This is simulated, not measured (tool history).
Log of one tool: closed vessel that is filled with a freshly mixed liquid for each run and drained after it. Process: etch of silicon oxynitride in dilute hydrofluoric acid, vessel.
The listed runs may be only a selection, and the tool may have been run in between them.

| run | hour | temperature setpoint of the liquid (°C) | parts of water to one part of 49 % hydrofluoric acid (parts by volume) | time in the liquid (s) | thickness taken off the silicon oxynitride on a monitor wafer (angstrom) |
|---|---|---|---|---|---|
| 1 | 0 | 21 | 70 | 100 | 38.554 |
| 2 | 7.5 | 22 | 65 | 100 | 44.752 |
| 3 | 8.4 | 22 | 90 | 100 | 31.341 |
| 4 | 14.8 | 22 | 90 | 100 | 31.399 |
| 5 | 21 | 22 | 75 | 100 | 39.059 |
| 6 | 27.8 | 22 | 85 | 100 | 33.72 |
| 7 | 35 | 23 | 75 | 100 | 40.63 |
| 8 | 41.3 | 24 | 70 | 100 | 44.949 |
| 9 | 50.6 | 25 | 65 | 100 | 50.593 |
| 10 | 52.9 | 25.5 | 60 | 100 | 57.803 |

What will run 11 give?
| 11 | 61.7 | 26 | 55 | 100 | ? |

{"run 11": {"thickness taken off the silicon oxynitride on a monitor wafer (angstrom)": 64.731}}

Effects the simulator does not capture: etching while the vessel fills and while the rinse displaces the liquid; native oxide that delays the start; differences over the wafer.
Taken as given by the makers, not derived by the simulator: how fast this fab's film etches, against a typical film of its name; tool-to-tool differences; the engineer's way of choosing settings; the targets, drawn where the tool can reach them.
